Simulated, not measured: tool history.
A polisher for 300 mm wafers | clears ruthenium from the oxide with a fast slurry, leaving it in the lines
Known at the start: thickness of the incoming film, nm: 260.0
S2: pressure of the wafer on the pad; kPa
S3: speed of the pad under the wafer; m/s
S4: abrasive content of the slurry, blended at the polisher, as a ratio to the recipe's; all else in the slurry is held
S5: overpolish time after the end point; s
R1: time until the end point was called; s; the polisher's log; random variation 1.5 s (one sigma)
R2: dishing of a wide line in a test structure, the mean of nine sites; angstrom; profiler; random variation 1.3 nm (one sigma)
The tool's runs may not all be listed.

run 1 hour=0 | flow_of_slurry_(ml/min)=190 S2=15.2 S3=1 S4=1 S5=28 | R1=75.076 R2=714.1
run 2 hour=5.2 | flow_of_slurry_(ml/min)=155 S2=15.2 S3=1 S4=1 S5=28 | R1=74.404 R2=705.13
run 3 hour=10.5 | flow_of_slurry_(ml/min)=155 S2=13.8 S3=1 S4=1 S5=32 | R1=84.908 R2=766.85
run 4 hour=13.1 | flow_of_slurry_(ml/min)=155 S2=13.1 S3=1 S4=1 S5=33 | R1=87.073 R2=694.1
run 5 hour=20.7 | flow_of_slurry_(ml/min)=155 S2=12.4 S3=0.98 S4=1 S5=36 | R1=94.072 R2=726.57
run 6 hour=24.9 | flow_of_slurry_(ml/min)=155 S2=11.7 S3=0.98 S4=1 S5=38 | R1=97.703 R2=739.41

Forecast run 7:
run 7 hour=33.3 | flow_of_slurry_(ml/min)=155 S2=11.7 S3=0.98 S4=1 S5=39 | R1=? R2=?

{"run 7": {"R1": 99.834, "R2": 774.42}}

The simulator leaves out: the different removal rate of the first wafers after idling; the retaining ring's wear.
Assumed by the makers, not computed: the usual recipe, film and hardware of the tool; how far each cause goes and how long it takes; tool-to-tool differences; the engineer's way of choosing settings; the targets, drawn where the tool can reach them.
